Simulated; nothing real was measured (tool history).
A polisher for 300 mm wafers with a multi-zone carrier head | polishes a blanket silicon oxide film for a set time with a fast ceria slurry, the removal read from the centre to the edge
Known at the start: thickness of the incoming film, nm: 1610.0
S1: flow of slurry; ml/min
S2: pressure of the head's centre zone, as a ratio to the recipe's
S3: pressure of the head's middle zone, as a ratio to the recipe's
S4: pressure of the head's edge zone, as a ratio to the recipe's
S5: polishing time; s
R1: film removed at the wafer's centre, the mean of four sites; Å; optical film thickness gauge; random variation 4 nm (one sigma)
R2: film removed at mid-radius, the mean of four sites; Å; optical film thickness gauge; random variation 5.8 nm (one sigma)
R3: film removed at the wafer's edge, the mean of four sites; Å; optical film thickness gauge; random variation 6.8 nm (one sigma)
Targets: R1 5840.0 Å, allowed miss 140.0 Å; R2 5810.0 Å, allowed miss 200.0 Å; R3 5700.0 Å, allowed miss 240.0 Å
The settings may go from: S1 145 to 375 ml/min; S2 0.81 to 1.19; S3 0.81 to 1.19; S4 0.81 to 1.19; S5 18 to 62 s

run,hour,S1,S2,S3,S4,S5,R1,R2,R3
1,0.0,240,1.00,1.00,1.00,40,4853.8,4975.7,5026.8
2,8.3,240,1.00,1.03,1.00,40,4828.4,5055.1,5011.4
3,12.8,240,1.00,1.03,0.97,40,4871.6,5140.1,4909.8
4,20.4,245,1.01,1.04,0.98,40,4927.7,5178.4,4927.4
5,24.3,245,1.01,1.04,0.98,47,5786.2,6090.1,5834.7
6,29.4,245,0.94,1.04,0.98,47,5385.0,6112.5,5937.2
7,35.6,250,0.95,1.03,0.98,47,5397.1,6104.4,5921.0
8,43.1,250,0.96,1.02,0.98,47,5589.7,5934.1,5885.4
9,48.8,270,1.00,1.01,0.93,46,5616.7,5810.0,5684.0

4 next moves are on the table. One of them brings every result within its allowed miss. Which?
A,54.5,245,1.01,0.97,0.89,48,?,?,?
B,54.5,350,0.96,1.00,0.98,44,?,?,?
C,54.5,320,0.99,1.07,1.02,44,?,?,?
D,54.5,280,0.93,1.00,0.97,47,?,?,?

move,R1,R2,R3
A,5843.6,5864.3,5659.3
B,5309.0,5701.9,5567.2
C,5419.4,5977.0,5637.8
D,5385.8,5970.0,5827.5
A: meets every target
B: further off than the last run
C: further off than the last run
D: further off than the last run
The right move is A.
